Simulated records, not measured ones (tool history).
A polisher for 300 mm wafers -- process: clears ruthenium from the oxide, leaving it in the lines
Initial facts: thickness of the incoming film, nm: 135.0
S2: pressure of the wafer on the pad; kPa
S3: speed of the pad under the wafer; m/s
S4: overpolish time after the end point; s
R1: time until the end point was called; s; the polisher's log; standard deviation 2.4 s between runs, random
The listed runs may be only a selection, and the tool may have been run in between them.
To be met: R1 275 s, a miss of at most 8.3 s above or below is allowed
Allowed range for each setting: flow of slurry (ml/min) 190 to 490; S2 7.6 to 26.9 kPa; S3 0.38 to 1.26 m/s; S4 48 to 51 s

{"run": 1, "day": 0.0, "flow of slurry (ml/min)": 315, "S2": 17.2, "S3": 0.82, "S4": 48, "R1": 119.42}
{"run": 2, "day": 0.346, "flow of slurry (ml/min)": 315, "S2": 15.9, "S3": 0.8, "S4": 48, "R1": 134.52}
{"run": 3, "day": 0.529, "flow of slurry (ml/min)": 315, "S2": 13.1, "S3": 0.8, "S4": 48, "R1": 160.45}
{"run": 4, "day": 0.721, "flow of slurry (ml/min)": 315, "S2": 13.1, "S3": 0.7, "S4": 48, "R1": 183.11}
{"run": 5, "day": 0.754, "flow of slurry (ml/min)": 315, "S2": 13.1, "S3": 0.7, "S4": 48, "R1": 185.5}
{"run": 6, "day": 1.104, "flow of slurry (ml/min)": 315, "S2": 12.4, "S3": 0.7, "S4": 48, "R1": 195.97}
{"run": 7, "day": 1.471, "flow of slurry (ml/min)": 315, "S2": 11.7, "S3": 0.7, "S4": 48, "R1": 203.93}
{"run": 8, "day": 1.688, "flow of slurry (ml/min)": 315, "S2": 11, "S3": 0.7, "S4": 48, "R1": 217.76}
{"run": 9, "day": 1.9, "flow of slurry (ml/min)": 315, "S2": 7.6, "S3": 0.7, "S4": 48, "R1": 311.89}

4 candidate next runs follow, results not yet known. Just one meets every target within its allowed miss. Identify it.
{"run": "A", "day": 2.112, "flow of slurry (ml/min)": 360, "S2": 8.3, "S3": 0.76, "S4": 51, "R1": "?"}
{"run": "B", "day": 2.112, "flow of slurry (ml/min)": 330, "S2": 10.3, "S3": 0.58, "S4": 48, "R1": "?"}
{"run": "C", "day": 2.112, "flow of slurry (ml/min)": 325, "S2": 11.7, "S3": 0.56, "S4": 48, "R1": "?"}
{"run": "D", "day": 2.112, "flow of slurry (ml/min)": 280, "S2": 8.3, "S3": 0.8, "S4": 51, "R1": "?"}

move=A R1=261.72
move=B R1=276.96
move=C R1=254.54
move=D R1=254.82
A: the result that was furthest off in the last run now lies on the other side of its target
B: meets every target
C: the result that was furthest off in the last run now lies on the other side of its target
D: the result that was furthest off in the last run now lies on the other side of its target
Go with B: it meets all targets.

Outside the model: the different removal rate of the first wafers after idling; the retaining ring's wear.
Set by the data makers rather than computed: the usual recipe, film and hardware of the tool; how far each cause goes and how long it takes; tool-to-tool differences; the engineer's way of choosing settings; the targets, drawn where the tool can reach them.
